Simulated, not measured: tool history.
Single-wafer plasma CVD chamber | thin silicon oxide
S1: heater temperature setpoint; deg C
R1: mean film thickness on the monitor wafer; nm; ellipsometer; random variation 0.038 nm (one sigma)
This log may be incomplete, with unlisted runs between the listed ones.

run 1 hour=0.0 | S1=390 chamber_pressure_(mTorr)=949 RF_power_(W)=265 deposition_time_(s)=5.25 | R1=11.0400
run 2 hour=7.2 | S1=395 chamber_pressure_(mTorr)=949 RF_power_(W)=265 deposition_time_(s)=5.25 | R1=11.0120
run 3 hour=12.6 | S1=395 chamber_pressure_(mTorr)=796 RF_power_(W)=265 deposition_time_(s)=5.25 | R1=9.7425
run 4 hour=19.9 | S1=395 chamber_pressure_(mTorr)=737 RF_power_(W)=255 deposition_time_(s)=5.23 | R1=9.1214
-- hour=23.7 thermocouple changed; heater temperature recalibrated
run 5 hour=23.7 | S1=395 chamber_pressure_(mTorr)=828 RF_power_(W)=255 deposition_time_(s)=5.23 | R1=9.8337
run 6 hour=27.4 | S1=395 chamber_pressure_(mTorr)=828 RF_power_(W)=255 deposition_time_(s)=4.99 | R1=9.4264
run 7 hour=33.3 | S1=395 chamber_pressure_(mTorr)=760 RF_power_(W)=255 deposition_time_(s)=4.99 | R1=8.8802
run 8 hour=38.4 | S1=395 chamber_pressure_(mTorr)=713 RF_power_(W)=255 deposition_time_(s)=4.99 | R1=8.4080
run 9 hour=41.8 | S1=395 chamber_pressure_(mTorr)=601 RF_power_(W)=255 deposition_time_(s)=4.99 | R1=7.3997
run 10 hour=48.8 | S1=395 chamber_pressure_(mTorr)=609 RF_power_(W)=255 deposition_time_(s)=4.99 | R1=7.3891

Forecast run 11:
run 11 hour=49.7 | S1=395 chamber_pressure_(mTorr)=617 RF_power_(W)=255 deposition_time_(s)=4.99 | R1=?

{"run 11": {"R1": 7.4721}}
